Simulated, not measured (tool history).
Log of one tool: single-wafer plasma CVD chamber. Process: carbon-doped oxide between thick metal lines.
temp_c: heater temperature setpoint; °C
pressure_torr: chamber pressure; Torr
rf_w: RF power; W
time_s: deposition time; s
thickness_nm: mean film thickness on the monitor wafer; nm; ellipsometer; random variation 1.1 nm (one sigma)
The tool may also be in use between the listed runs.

run	hour	temp_c	pressure_torr	rf_w	time_s	thickness_nm
1	0	330	4.09	515	86	430.93
2	6.8	333	4.01	515	86	429.53
3	14.3	333	4.01	515	86	427.99
4	15.5	335	3.89	515	86	422.78
5	23.3	337	3.83	515	86	420.11
6	26.5	339	3.77	515	86	418.87
7	28.3	340	3.69	515	86	417.73
8	34.3	341	3.61	515	86	414.22
9	41.8	342	3.56	515	86	413.14
10	45.4	343	3.51	515	86	414.59

Forecast run 11:
11	52.7	344	3.46	515	86	?

thickness_nm: 411.66 nm
